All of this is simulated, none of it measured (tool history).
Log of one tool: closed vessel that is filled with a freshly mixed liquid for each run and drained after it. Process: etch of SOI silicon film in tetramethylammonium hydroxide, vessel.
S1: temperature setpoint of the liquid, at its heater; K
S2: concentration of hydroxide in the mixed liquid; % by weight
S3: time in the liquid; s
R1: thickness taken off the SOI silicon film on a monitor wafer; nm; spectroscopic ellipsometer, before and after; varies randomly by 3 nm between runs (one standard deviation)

run,hour,S1,S2,S3,R1
1,0.0,338.15,10,90,515.31
2,2.5,338.15,10,100,573.05
3,6.6,343.65,10,100,783.25
4,9.5,346.15,10,100,910.84
5,13.9,344.65,10,100,834.65
6,19.2,343.65,10,100,798.19
7,20.5,342.65,10,100,741.76
8,21.0,342.15,10,100,726.90

For run 9, what comes out?
# hour 26.9: thermometer replaced
9,26.9,341.65,10,100,?

R1: 622.57 nm

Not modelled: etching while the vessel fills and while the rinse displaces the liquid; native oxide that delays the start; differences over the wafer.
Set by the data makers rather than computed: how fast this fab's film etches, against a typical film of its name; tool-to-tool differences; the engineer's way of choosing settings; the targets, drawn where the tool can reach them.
